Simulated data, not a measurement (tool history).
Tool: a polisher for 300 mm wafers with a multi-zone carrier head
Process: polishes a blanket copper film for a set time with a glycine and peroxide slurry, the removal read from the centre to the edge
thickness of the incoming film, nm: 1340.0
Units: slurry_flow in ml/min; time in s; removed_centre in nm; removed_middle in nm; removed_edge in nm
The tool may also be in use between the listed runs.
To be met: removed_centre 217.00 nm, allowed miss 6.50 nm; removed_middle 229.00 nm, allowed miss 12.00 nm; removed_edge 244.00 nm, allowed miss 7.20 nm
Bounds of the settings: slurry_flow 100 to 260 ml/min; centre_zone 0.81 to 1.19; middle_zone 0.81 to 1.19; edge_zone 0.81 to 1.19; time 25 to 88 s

run,hour,slurry_flow,centre_zone,middle_zone,edge_zone,time,removed_centre,removed_middle,removed_edge
1,0.0,165,1.00,1.00,1.00,56,166.12,161.82,165.06
2,7.2,165,1.00,1.00,1.00,49,145.50,142.22,143.14
3,13.6,165,1.00,1.01,1.02,51,150.74,150.40,152.84
4,17.1,130,1.00,1.01,1.02,51,144.31,144.01,149.94
5,18.4,130,1.00,1.08,1.02,51,145.61,152.77,146.72
6,21.3,145,1.00,1.08,1.02,51,147.64,153.98,151.19
7,29.9,150,1.00,1.09,1.04,53,154.86,165.14,157.84
8,30.9,150,1.00,1.08,1.06,55,159.16,170.91,166.76
9,39.0,155,1.00,1.07,1.07,57,166.58,180.45,172.03
10,46.3,155,1.00,1.05,1.08,59,172.44,185.45,177.99
11,51.7,155,0.99,1.03,1.09,61,179.19,187.63,187.72
12,54.6,155,0.99,1.02,1.10,62,176.82,187.90,188.98
13,57.2,155,0.99,1.01,1.11,63,181.14,187.28,193.21
14,64.1,160,0.99,1.01,1.12,64,186.34,189.54,193.95
15,68.0,155,0.98,1.01,1.12,65,186.11,190.89,200.67
16,76.6,160,0.98,1.01,1.13,66,189.60,193.86,205.81
17,77.1,165,0.98,1.01,1.14,67,192.75,197.25,211.05
18,78.1,170,0.98,1.02,1.15,68,197.61,205.99,214.20
19,80.6,170,0.98,1.02,1.15,69,200.06,209.52,215.09
20,83.9,170,0.98,1.02,1.15,70,202.81,207.31,219.41
21,88.6,170,0.98,1.02,1.15,71,206.81,214.28,223.87
22,93.6,170,0.97,1.02,1.17,74,212.75,224.09,237.44
23,96.9,170,0.97,1.02,1.17,74,211.30,221.71,238.33

Which of these 4 next moves meets every target?
A,100.2,125,0.85,1.02,1.11,83,?,?,?
B,100.2,165,0.98,0.86,1.16,77,?,?,?
C,100.2,175,1.02,1.09,1.17,70,?,?,?
D,100.2,225,0.92,0.97,1.13,76,?,?,?

move,removed_centre,removed_middle,removed_edge
A,201.92,237.14,245.66
B,225.66,198.55,239.95
C,215.71,221.94,219.60
D,218.65,225.23,240.37
A: further off than the last run
B: takes the result that was furthest off past its target
C: brings the result that was furthest off to its target, and leaves another outside
D: meets every target
Move D is the one to make.
